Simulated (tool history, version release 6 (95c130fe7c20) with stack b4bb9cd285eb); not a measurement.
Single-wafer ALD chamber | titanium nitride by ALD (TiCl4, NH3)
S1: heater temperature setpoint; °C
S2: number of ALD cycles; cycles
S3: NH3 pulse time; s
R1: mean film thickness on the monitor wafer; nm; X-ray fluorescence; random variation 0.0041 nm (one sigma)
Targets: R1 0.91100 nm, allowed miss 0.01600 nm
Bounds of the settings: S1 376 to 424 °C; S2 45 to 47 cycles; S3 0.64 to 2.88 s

run,hour,S1,S2,S3,R1
1,0.0,400,47,1.76,0.99321
2,5.2,400,45,1.76,0.94915
3,13.1,398,45,1.59,0.94393
4,21.6,406,45,1.59,0.95149
5,29.9,406,47,1.59,0.99913
6,33.0,406,47,1.59,0.99510
7,41.7,403,47,1.47,0.98289
8,46.3,402,47,1.40,0.97992
9,47.5,401,47,1.33,0.98570
10,55.6,389,45,0.77,0.88185
11,58.9,390,45,0.77,0.87349
12,60.8,390,47,0.97,0.94019

Which of these 4 next moves meets every target?
A,62.7,390,46,0.91,?
B,62.7,403,47,0.80,?
C,62.7,390,45,0.69,?
D,62.7,393,45,0.72,?

move,R1
A,0.91733
B,0.94355
C,0.86684
D,0.87751
A: meets every target
B: further off than the last run
C: takes the result that was furthest off past its target
D: takes the result that was furthest off past its target
Move A is the one to make.
